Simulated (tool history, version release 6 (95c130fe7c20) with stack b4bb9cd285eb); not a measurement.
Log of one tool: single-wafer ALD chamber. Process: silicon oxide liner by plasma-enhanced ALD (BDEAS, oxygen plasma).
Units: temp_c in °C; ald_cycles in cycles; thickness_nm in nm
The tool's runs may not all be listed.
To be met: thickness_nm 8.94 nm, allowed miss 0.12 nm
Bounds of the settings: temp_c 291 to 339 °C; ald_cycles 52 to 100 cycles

run  hour  temp_c  ald_cycles  thickness_nm
  1     0     315          76        7.0885
  2   2.9     308          76        7.0879
  3   9.4     318          76         7.035
  4  14.3     309          76        7.1382
  5  15.4     308          80        7.5141
  6  19.4     308          83        7.7864
  7  21.7     308          86        8.0439
  8  29.7     308          88        8.2013

5 next moves are on the table. One of them brings every result within its allowed miss. Which?
  A  37.7     318         100             ?
  B  37.7     324          82             ?
  C  37.7     310          78             ?
  D  37.7     296          93             ?
  E  37.7     325          80             ?

move  thickness_nm
   A        9.2546
   B        7.5315
   C        7.2912
   D        8.9232
   E        7.3385
A: takes the result that was furthest off past its target
B: further off than the last run
C: further off than the last run
D: meets every target
E: further off than the last run
The right move is D.
